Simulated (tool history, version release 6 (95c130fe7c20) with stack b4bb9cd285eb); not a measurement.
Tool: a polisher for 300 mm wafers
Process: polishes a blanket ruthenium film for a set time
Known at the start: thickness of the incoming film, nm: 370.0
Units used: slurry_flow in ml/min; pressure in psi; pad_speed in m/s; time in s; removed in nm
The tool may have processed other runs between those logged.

run 1 hour=0 | slurry_flow=175 pressure=2 pad_speed=1.2 time=52 | removed=74.439
run 2 hour=3.5 | slurry_flow=175 pressure=2 pad_speed=1.2 time=55 | removed=79.372
run 3 hour=4.2 | slurry_flow=175 pressure=1.8 pad_speed=1.2 time=55 | removed=70.862
run 4 hour=13 | slurry_flow=175 pressure=1.5 pad_speed=1.2 time=55 | removed=60.349
run 5 hour=19.2 | slurry_flow=180 pressure=1.8 pad_speed=1.2 time=55 | removed=71.044
run 6 hour=27.8 | slurry_flow=180 pressure=1.8 pad_speed=1.08 time=55 | removed=64.304
run 7 hour=36.3 | slurry_flow=185 pressure=2.1 pad_speed=1.08 time=55 | removed=75.201
run 8 hour=43.5 | slurry_flow=185 pressure=2.3 pad_speed=1.08 time=55 | removed=81.407
run 9 hour=44.2 | slurry_flow=185 pressure=2.4 pad_speed=1.08 time=55 | removed=84.502
run 10 hour=50.4 | slurry_flow=185 pressure=2.4 pad_speed=1.08 time=55 | removed=85.254
run 11 hour=55 | slurry_flow=185 pressure=2.5 pad_speed=1.08 time=55 | removed=89.243

Estimate the outcome of run 12 from the log above:
run 12 hour=56.1 | slurry_flow=185 pressure=2.6 pad_speed=1.08 time=55 | removed=?

Run 12 produced removed 92.096 nm.
